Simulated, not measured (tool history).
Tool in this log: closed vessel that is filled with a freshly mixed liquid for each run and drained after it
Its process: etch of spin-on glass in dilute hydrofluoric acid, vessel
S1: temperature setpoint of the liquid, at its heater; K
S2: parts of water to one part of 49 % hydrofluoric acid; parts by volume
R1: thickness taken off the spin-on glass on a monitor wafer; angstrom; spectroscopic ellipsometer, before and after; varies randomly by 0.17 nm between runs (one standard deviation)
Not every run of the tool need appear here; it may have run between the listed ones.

Run 1, hour 0.0: S1 299.15 K, S2 165 parts by volume, time in the liquid (s) 240. Result: R1 352.32 angstrom.
Run 2, hour 1.9: S1 297.15 K, S2 170 parts by volume, time in the liquid (s) 240. Result: R1 318.36 angstrom.
Run 3, hour 7.9: S1 295.65 K, S2 175 parts by volume, time in the liquid (s) 240. Result: R1 288.52 angstrom.
Run 4, hour 14.6: S1 294.65 K, S2 180 parts by volume, time in the liquid (s) 240. Result: R1 267.82 angstrom.
Run 5, hour 20.5: S1 294.65 K, S2 180 parts by volume, time in the liquid (s) 260. Result: R1 289.87 angstrom.
At hour 27.1: hydrofluoric acid flow meter replaced.
Run 6, hour 27.1: S1 294.65 K, S2 180 parts by volume, time in the liquid (s) 260. Result: R1 317.93 angstrom.

Run 7, settings as shown, results not yet in. Your forecast:
Run 7, hour 30.0: S1 293.65 K, S2 190 parts by volume, time in the liquid (s) 260. Result: R1 ?.

Run 7 measured R1 288.09 angstrom.
